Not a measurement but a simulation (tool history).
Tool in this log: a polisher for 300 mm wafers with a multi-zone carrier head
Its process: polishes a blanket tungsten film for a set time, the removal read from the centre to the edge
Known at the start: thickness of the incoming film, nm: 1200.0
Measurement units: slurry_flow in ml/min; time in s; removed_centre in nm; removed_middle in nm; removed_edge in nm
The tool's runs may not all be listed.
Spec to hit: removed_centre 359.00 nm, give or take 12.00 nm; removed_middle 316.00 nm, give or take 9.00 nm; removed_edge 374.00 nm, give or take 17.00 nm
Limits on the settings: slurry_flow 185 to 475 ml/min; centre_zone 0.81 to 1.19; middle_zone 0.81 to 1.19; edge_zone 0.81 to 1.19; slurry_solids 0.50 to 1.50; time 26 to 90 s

Run 1, day 0.000: slurry_flow 305 ml/min, centre_zone 1.00, middle_zone 1.00, edge_zone 1.00, slurry_solids 1.00, time 58 s. Result: removed_centre 416.32 nm, removed_middle 372.01 nm, removed_edge 373.92 nm.
Run 2, day 0.121: slurry_flow 300 ml/min, centre_zone 0.99, middle_zone 0.98, edge_zone 1.01, slurry_solids 1.00, time 58 s. Result: removed_centre 414.52 nm, removed_middle 367.67 nm, removed_edge 369.88 nm.
Run 3, day 0.158: slurry_flow 300 ml/min, centre_zone 0.99, middle_zone 0.90, edge_zone 1.01, slurry_solids 1.00, time 58 s. Result: removed_centre 403.60 nm, removed_middle 345.40 nm, removed_edge 372.61 nm.
Run 4, day 0.179: slurry_flow 295 ml/min, centre_zone 0.98, middle_zone 0.89, edge_zone 1.02, slurry_solids 1.00, time 58 s. Result: removed_centre 401.00 nm, removed_middle 343.42 nm, removed_edge 369.92 nm.
Run 5, day 0.467: slurry_flow 295 ml/min, centre_zone 0.98, middle_zone 0.89, edge_zone 1.05, slurry_solids 1.00, time 58 s. Result: removed_centre 406.59 nm, removed_middle 339.02 nm, removed_edge 388.14 nm.
Run 6, day 0.783: slurry_flow 295 ml/min, centre_zone 0.98, middle_zone 0.89, edge_zone 1.13, slurry_solids 1.00, time 58 s. Result: removed_centre 403.40 nm, removed_middle 341.20 nm, removed_edge 390.94 nm.
Run 7, day 0.983: slurry_flow 295 ml/min, centre_zone 0.97, middle_zone 0.88, edge_zone 1.13, slurry_solids 1.00, time 58 s. Result: removed_centre 397.85 nm, removed_middle 333.36 nm, removed_edge 397.65 nm.
Run 8, day 1.029: slurry_flow 295 ml/min, centre_zone 0.96, middle_zone 0.88, edge_zone 1.12, slurry_solids 1.00, time 58 s. Result: removed_centre 389.47 nm, removed_middle 335.30 nm, removed_edge 395.46 nm.
At day 1.304: centre zone pressure recalibrated.
Run 9, day 1.304: slurry_flow 295 ml/min, centre_zone 0.96, middle_zone 0.88, edge_zone 1.11, slurry_solids 1.00, time 58 s. Result: removed_centre 356.77 nm, removed_middle 332.75 nm, removed_edge 398.88 nm.
Run 10, day 1.462: slurry_flow 295 ml/min, centre_zone 0.96, middle_zone 0.88, edge_zone 1.10, slurry_solids 1.00, time 58 s. Result: removed_centre 350.30 nm, removed_middle 334.54 nm, removed_edge 389.53 nm.
Run 11, day 1.662: slurry_flow 295 ml/min, centre_zone 0.96, middle_zone 0.87, edge_zone 1.09, slurry_solids 1.00, time 58 s. Result: removed_centre 354.52 nm, removed_middle 334.21 nm, removed_edge 393.53 nm.
Run 12, day 1.946: slurry_flow 290 ml/min, centre_zone 0.96, middle_zone 0.87, edge_zone 1.09, slurry_solids 1.00, time 58 s. Result: removed_centre 355.44 nm, removed_middle 332.07 nm, removed_edge 387.78 nm.
Run 13, day 1.983: slurry_flow 290 ml/min, centre_zone 0.96, middle_zone 0.86, edge_zone 1.09, slurry_solids 1.00, time 58 s. Result: removed_centre 352.46 nm, removed_middle 328.85 nm, removed_edge 384.90 nm.

Of the 5 settings listed for the next run, only one would bring every result within its allowed miss of target. Which one?
Run A, day 2.021: slurry_flow 315 ml/min, centre_zone 0.87, middle_zone 0.81, edge_zone 1.16, slurry_solids 1.05, time 59 s. Result: removed_centre ?, removed_middle ?, removed_edge ?.
Run B, day 2.021: slurry_flow 185 ml/min, centre_zone 1.01, middle_zone 0.84, edge_zone 1.02, slurry_solids 1.00, time 60 s. Result: removed_centre ?, removed_middle ?, removed_edge ?.
Run C, day 2.021: slurry_flow 310 ml/min, centre_zone 1.00, middle_zone 0.87, edge_zone 1.19, slurry_solids 1.40, time 54 s. Result: removed_centre ?, removed_middle ?, removed_edge ?.
Run D, day 2.021: slurry_flow 365 ml/min, centre_zone 0.97, middle_zone 0.87, edge_zone 1.12, slurry_solids 1.30, time 53 s. Result: removed_centre ?, removed_middle ?, removed_edge ?.
Run E, day 2.021: slurry_flow 215 ml/min, centre_zone 0.99, middle_zone 0.89, edge_zone 1.07, slurry_solids 0.90, time 63 s. Result: removed_centre ?, removed_middle ?, removed_edge ?.

move  removed_centre  removed_middle  removed_edge
   A          333.71          326.62        418.40
   B          364.24          317.69        375.67
   C          385.56          347.37        425.40
   D          363.72          337.53        399.24
   E          369.03          343.61        394.48
A: lands further from the targets than the last run did
B: meets every target
C: lands further from the targets than the last run did
D: lands further from the targets than the last run did
E: lands further from the targets than the last run did
So the answer is move B, the one that meets all the targets.
